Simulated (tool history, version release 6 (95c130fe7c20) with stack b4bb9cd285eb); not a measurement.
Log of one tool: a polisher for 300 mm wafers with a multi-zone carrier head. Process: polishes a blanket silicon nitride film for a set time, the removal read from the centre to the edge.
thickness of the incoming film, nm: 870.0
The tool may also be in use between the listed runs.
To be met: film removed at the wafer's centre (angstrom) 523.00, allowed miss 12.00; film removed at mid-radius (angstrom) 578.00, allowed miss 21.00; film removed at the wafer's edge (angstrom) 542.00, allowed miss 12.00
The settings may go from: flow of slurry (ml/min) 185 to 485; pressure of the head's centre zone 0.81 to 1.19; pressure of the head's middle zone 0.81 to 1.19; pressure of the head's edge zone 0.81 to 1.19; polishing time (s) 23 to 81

run  hour  flow of slurry (ml/min)  pressure of the head's centre zone  pressure of the head's middle zone  pressure of the head's edge zone  polishing time (s)  film removed at the wafer's centre (angstrom)  film removed at mid-radius (angstrom)  film removed at the wafer's edge (angstrom)
  1   0.0                      310                                1.00                                1.00                              1.00                  52                                         835.60                                 857.90                                       835.78
  2   0.9                      305                                0.99                                0.99                              0.98                  50                                         788.29                                 816.52                                       804.30
  3   6.4                      310                                0.99                                0.99                              0.97                  47                                         747.22                                 768.50                                       764.41
  4   7.2                      380                                0.99                                0.99                              0.97                  47                                         757.03                                 785.25                                       774.79
  5  12.5                      370                                0.98                                0.99                              0.95                  45                                         713.26                                 742.41                                       734.44
  6  17.3                      370                                0.98                                0.99                              0.87                  45                                         723.43                                 756.13                                       712.91
  7  20.6                      360                                0.97                                0.99                              0.86                  43                                         689.87                                 719.03                                       667.69
  8  27.6                      270                                0.87                                0.91                              0.81                  37                                         534.27                                 562.26                                       557.63
  9  34.2                      265                                0.87                                0.92                              0.81                  37                                         529.81                                 553.65                                       552.51
 10  42.3                      265                                0.87                                0.93                              0.81                  37                                         528.01                                 569.25                                       557.30
 11  50.6                      265                                0.87                                0.94                              0.81                  37                                         539.15                                 575.98                                       552.17
 12  59.5                      260                                0.87                                0.94                              0.81                  37                                         535.61                                 570.12                                       554.56

5 next moves are on the table. One of them brings every result within its allowed miss. Which?
  A  68.4                      270                                0.93                                0.84                              0.89                  37                                              ?                                      ?                                            ?
  B  68.4                      225                                0.84                                0.86                              0.85                  38                                              ?                                      ?                                            ?
  C  68.4                      270                                0.87                                0.88                              0.83                  38                                              ?                                      ?                                            ?
  D  68.4                      295                                0.87                                0.98                              0.81                  36                                              ?                                      ?                                            ?
  E  68.4                      185                                0.95                                0.81                              0.85                  39                                              ?                                      ?                                            ?

move  film removed at the wafer's centre (angstrom)  film removed at mid-radius (angstrom)  film removed at the wafer's edge (angstrom)
   A                                         554.17                                 533.22                                       576.43
   B                                         523.38                                 545.21                                       573.86
   C                                         546.81                                 565.34                                       578.21
   D                                         523.43                                 582.35                                       546.54
   E                                         561.63                                 523.35                                       577.89
A: further off than the last run
B: brings the result that was furthest off to its target, and leaves another outside
C: further off than the last run
D: meets every target
E: further off than the last run
Answer: D
